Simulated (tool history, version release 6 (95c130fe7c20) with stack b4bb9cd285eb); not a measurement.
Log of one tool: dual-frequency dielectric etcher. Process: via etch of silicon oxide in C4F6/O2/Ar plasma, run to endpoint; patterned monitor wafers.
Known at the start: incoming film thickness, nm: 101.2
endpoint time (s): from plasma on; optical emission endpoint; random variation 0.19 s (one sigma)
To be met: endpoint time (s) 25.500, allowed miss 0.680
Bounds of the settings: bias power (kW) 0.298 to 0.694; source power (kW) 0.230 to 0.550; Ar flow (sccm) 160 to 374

run    day  bias power (kW)  source power (kW)  Ar flow (sccm)  endpoint time (s)
  1  0.000            0.496              0.390             267             22.211
  2  0.200            0.496              0.390             229             21.541
  3  0.412            0.461              0.380             232             22.741
  4  0.754            0.547              0.380             232             21.307
  5  0.829            0.547              0.380             214             21.014
  6  1.033            0.505              0.370             216             21.746
  7  1.108            0.471              0.360             219             22.798
  8  1.225            0.446              0.350             220             23.705
  9  1.550            0.430              0.350             220             24.239
 10  1.600            0.420              0.350             220             24.220
 11  1.942            0.409              0.350             220             24.116
 12  2.096            0.396              0.350             220             24.710

5 next moves are on the table. One of them brings every result within its allowed miss. Which?
  A  2.250            0.433              0.320             246                  ?
  B  2.250            0.396              0.360             195                  ?
  C  2.250            0.440              0.350             236                  ?
  D  2.250            0.401              0.350             192                  ?
  E  2.250            0.430              0.360             251                  ?

move  endpoint time (s)
   A             25.200
   B             23.934
   C             23.894
   D             24.075
   E             24.000
A: meets every target
B: further off than the last run
C: further off than the last run
D: further off than the last run
E: further off than the last run
Move A is the one to make.
